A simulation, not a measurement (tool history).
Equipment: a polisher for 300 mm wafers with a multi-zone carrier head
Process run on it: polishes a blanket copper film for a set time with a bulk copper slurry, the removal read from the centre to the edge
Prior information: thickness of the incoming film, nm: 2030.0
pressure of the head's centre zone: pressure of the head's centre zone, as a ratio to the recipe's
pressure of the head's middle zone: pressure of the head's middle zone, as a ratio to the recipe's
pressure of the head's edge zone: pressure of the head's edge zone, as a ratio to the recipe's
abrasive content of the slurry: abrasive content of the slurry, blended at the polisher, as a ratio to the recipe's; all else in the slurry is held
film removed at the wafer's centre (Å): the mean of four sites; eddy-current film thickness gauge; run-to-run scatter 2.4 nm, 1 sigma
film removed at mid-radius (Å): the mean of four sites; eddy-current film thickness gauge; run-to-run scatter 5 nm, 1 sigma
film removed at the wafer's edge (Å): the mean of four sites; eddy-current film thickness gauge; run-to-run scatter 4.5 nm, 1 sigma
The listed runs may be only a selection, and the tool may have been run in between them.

run	hour	flow of slurry (ml/min)	pressure of the head's centre zone	pressure of the head's middle zone	pressure of the head's edge zone	abrasive content of the slurry	polishing time (s)	film removed at the wafer's centre (Å)	film removed at mid-radius (Å)	film removed at the wafer's edge (Å)
1	0	305	1	1	1	1	46	3466.9	3502	3489.8
2	0.5	305	1.05	1	1	1	46	3668.1	3513	3573.8
3	5.9	310	1.04	1.03	1.02	1.05	46	3619.4	3631.4	3596.7
4	8.6	310	1.04	1.1	1.02	1.05	46	3626.3	3845	3672.8
5	17.5	315	1.04	1.12	1.03	1.15	46	3718	3983.9	3621.4
6	25.8	315	1.03	1.13	1.05	1.15	47	3797.3	4071.2	3819.7
7	31	320	1.02	1.14	1.06	1.2	48	3852.5	4268.1	3921.6
8	36.9	325	1.02	1.15	1.07	1.25	48	3888.1	4219.9	3975.7
9	40.1	330	0.96	1.19	1.03	1.35	52	4014.8	4977.2	4330.2

Expected results for the next run?
10	42.7	330	0.96	1.18	1.03	1.35	52	?	?	?

For run 10 the tool returned film removed at the wafer's centre (Å) 4058.1, film removed at mid-radius (Å) 4852.3, film removed at the wafer's edge (Å) 4298.6.
